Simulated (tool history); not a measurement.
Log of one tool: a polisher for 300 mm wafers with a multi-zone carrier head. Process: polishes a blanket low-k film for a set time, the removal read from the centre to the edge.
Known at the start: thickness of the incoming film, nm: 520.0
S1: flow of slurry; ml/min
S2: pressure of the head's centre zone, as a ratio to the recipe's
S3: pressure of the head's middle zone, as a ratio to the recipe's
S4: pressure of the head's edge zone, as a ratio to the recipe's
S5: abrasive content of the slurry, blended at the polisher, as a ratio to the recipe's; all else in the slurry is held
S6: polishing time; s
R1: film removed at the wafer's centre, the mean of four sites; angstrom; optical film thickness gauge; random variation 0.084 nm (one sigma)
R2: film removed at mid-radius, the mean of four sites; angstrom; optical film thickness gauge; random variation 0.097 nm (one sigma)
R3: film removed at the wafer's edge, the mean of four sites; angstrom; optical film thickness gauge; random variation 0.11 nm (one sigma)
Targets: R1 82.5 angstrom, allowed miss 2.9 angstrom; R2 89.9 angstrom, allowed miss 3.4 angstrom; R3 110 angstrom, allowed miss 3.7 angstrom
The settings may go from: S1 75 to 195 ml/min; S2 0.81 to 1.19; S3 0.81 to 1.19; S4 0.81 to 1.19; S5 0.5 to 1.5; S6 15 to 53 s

run 1 hour=0 | S1=125 S2=1 S3=1 S4=1 S5=1 S6=34 | R1=90.177 R2=91.249 R3=92.344
run 2 hour=8.8 | S1=125 S2=1 S3=1 S4=1 S5=0.85 S6=34 | R1=87.294 R2=87.817 R3=88.121
run 3 hour=13.3 | S1=125 S2=0.97 S3=0.98 S4=1.04 S5=0.9 S6=34 | R1=85.393 R2=87.675 R3=90.561
run 4 hour=14.6 | S1=125 S2=0.94 S3=0.96 S4=1.07 S5=1 S6=34 | R1=85.351 R2=87.267 R3=93.83
run 5 hour=17 | S1=120 S2=0.92 S3=0.95 S4=1.09 S5=1.1 S6=34 | R1=85.391 R2=90.36 R3=98.656
run 6 hour=22.9 | S1=120 S2=0.84 S3=0.95 S4=1.09 S5=1.1 S6=34 | R1=77.313 R2=87.595 R3=97.386
run 7 hour=24.5 | S1=125 S2=0.83 S3=0.94 S4=1.11 S5=1.15 S6=34 | R1=77.366 R2=91.769 R3=101.36
run 8 hour=32.5 | S1=125 S2=0.84 S3=0.92 S4=1.12 S5=1.15 S6=34 | R1=80.831 R2=89.541 R3=100.75
run 9 hour=40.1 | S1=120 S2=0.83 S3=0.91 S4=1.13 S5=1.2 S6=34 | R1=80.366 R2=90.26 R3=100.72
run 10 hour=40.8 | S1=120 S2=0.83 S3=0.9 S4=1.14 S5=1.15 S6=35 | R1=80.56 R2=91.981 R3=103.31
run 11 hour=42.6 | S1=115 S2=0.83 S3=0.88 S4=1.15 S5=1.2 S6=35 | R1=80.907 R2=87.866 R3=104.46

Which of these 5 next moves meets every target?
run A hour=44.4 | S1=125 S2=0.81 S3=0.91 S4=1.07 S5=1.3 S6=34 | R1=? R2=? R3=?
run B hour=44.4 | S1=85 S2=0.83 S3=0.85 S4=1.14 S5=1.25 S6=37 | R1=? R2=? R3=?
run C hour=44.4 | S1=140 S2=0.83 S3=0.98 S4=1.14 S5=1.15 S6=34 | R1=? R2=? R3=?
run D hour=44.4 | S1=110 S2=0.86 S3=0.9 S4=1.12 S5=1.25 S6=34 | R1=? R2=? R3=?
run E hour=44.4 | S1=120 S2=0.81 S3=0.84 S4=1.13 S5=1.3 S6=36 | R1=? R2=? R3=?

move=A R1=81.029 R2=92.76 R3=101.32
move=B R1=79.445 R2=85.228 R3=104.93
move=C R1=82.337 R2=97.455 R3=102.3
move=D R1=82.227 R2=88.163 R3=100.24
move=E R1=84.859 R2=91.091 R3=109.47
A: further off than the last run
B: nearer than the last run, and not there yet
C: further off than the last run
D: further off than the last run
E: meets every target
The right move is E.

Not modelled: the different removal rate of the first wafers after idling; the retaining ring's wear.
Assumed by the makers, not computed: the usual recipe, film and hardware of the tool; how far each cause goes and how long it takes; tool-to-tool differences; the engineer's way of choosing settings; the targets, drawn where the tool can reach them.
